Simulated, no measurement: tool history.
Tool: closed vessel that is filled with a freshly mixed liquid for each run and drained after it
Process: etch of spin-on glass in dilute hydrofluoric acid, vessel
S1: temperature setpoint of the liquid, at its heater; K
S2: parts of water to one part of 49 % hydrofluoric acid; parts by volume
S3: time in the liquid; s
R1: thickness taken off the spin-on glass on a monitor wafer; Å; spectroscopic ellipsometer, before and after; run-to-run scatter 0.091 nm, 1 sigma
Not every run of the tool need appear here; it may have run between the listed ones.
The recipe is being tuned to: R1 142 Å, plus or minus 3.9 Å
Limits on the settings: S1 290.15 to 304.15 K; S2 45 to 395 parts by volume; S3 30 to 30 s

run 1 hour=0 | S1=296.15 S2=220 S3=30 | R1=49.149
run 2 hour=5.3 | S1=296.15 S2=220 S3=30 | R1=49.765
run 3 hour=9.4 | S1=296.15 S2=280 S3=30 | R1=35.97
run 4 hour=10.4 | S1=298.65 S2=215 S3=30 | R1=55.085
run 5 hour=11.4 | S1=298.65 S2=215 S3=30 | R1=55.888
run 6 hour=18.3 | S1=298.65 S2=215 S3=30 | R1=54.98
run 7 hour=27 | S1=300.15 S2=165 S3=30 | R1=81.26
run 8 hour=33.5 | S1=301.15 S2=145 S3=30 | R1=97.586
run 9 hour=40.5 | S1=304.15 S2=100 S3=30 | R1=165.79
run 10 hour=45.2 | S1=303.65 S2=100 S3=30 | R1=165.98
run 11 hour=51.2 | S1=302.65 S2=100 S3=30 | R1=157.65
run 12 hour=59.5 | S1=302.15 S2=100 S3=30 | R1=156
run 13 hour=63.3 | S1=301.15 S2=100 S3=30 | R1=150.47

4 candidate next runs follow, results not yet known. Just one meets every target within its allowed miss. Identify it.
run A hour=67.1 | S1=302.65 S2=105 S3=30 | R1=?
run B hour=67.1 | S1=298.15 S2=100 S3=30 | R1=?
run C hour=67.1 | S1=303.65 S2=110 S3=30 | R1=?
run D hour=67.1 | S1=301.15 S2=105 S3=30 | R1=?

move=A R1=150.86
move=B R1=134.16
move=C R1=148.43
move=D R1=142.55
A: as far off as the last run
B: takes the result that was furthest off past its target
C: better than the last run, though not everything is in spec
D: all results in spec
Correct choice: D, which meets every target
